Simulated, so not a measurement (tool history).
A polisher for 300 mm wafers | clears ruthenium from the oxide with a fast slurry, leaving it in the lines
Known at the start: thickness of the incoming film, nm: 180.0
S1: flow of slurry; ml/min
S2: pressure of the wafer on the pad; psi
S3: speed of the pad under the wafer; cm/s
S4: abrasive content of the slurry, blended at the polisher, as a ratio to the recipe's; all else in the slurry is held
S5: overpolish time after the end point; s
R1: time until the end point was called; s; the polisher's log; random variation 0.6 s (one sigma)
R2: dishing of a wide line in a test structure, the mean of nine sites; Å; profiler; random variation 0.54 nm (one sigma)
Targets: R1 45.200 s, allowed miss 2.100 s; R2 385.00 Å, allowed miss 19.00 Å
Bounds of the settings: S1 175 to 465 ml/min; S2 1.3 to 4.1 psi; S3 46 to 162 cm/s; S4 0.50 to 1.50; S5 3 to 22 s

run 1 hour=0.0 | S1=295 S2=2.7 S3=104 S4=1.00 S5=11 | R1=50.714 R2=264.48
run 2 hour=8.6 | S1=295 S2=2.3 S3=104 S4=1.00 S5=11 | R1=61.432 R2=231.04
run 3 hour=9.3 | S1=295 S2=2.7 S3=104 S4=1.00 S5=11 | R1=51.898 R2=265.80
run 4 hour=10.2 | S1=295 S2=2.8 S3=104 S4=1.00 S5=12 | R1=50.196 R2=280.95
run 5 hour=18.1 | S1=295 S2=2.8 S3=104 S4=1.00 S5=8 | R1=49.830 R2=210.97
run 6 hour=20.0 | S1=295 S2=2.8 S3=104 S4=1.00 S5=11 | R1=50.535 R2=263.97
run 7 hour=24.7 | S1=295 S2=2.9 S3=104 S4=1.00 S5=12 | R1=48.203 R2=288.48
run 8 hour=32.9 | S1=295 S2=2.9 S3=104 S4=1.00 S5=13 | R1=47.077 R2=300.12
run 9 hour=39.1 | S1=295 S2=2.9 S3=106 S4=1.00 S5=14 | R1=48.147 R2=324.13

5 next moves are on the table. One of them brings every result within its allowed miss. Which?
run A hour=45.3 | S1=265 S2=3.0 S3=120 S4=0.90 S5=17 | R1=? R2=?
run B hour=45.3 | S1=275 S2=2.9 S3=102 S4=1.05 S5=16 | R1=? R2=?
run C hour=45.3 | S1=325 S2=3.6 S3=84 S4=1.10 S5=21 | R1=? R2=?
run D hour=45.3 | S1=310 S2=3.2 S3=110 S4=1.00 S5=20 | R1=? R2=?
run E hour=45.3 | S1=275 S2=3.1 S3=92 S4=1.10 S5=19 | R1=? R2=?

move=A R1=45.896 R2=382.10
move=B R1=49.588 R2=354.58
move=C R1=46.302 R2=420.94
move=D R1=42.721 R2=426.74
move=E R1=49.891 R2=387.57
A: meets every target
B: nearer than the last run, and not there yet
C: takes the result that was furthest off past its target
D: takes the result that was furthest off past its target
E: brings the result that was furthest off to its target, and leaves another outside
Answer: A
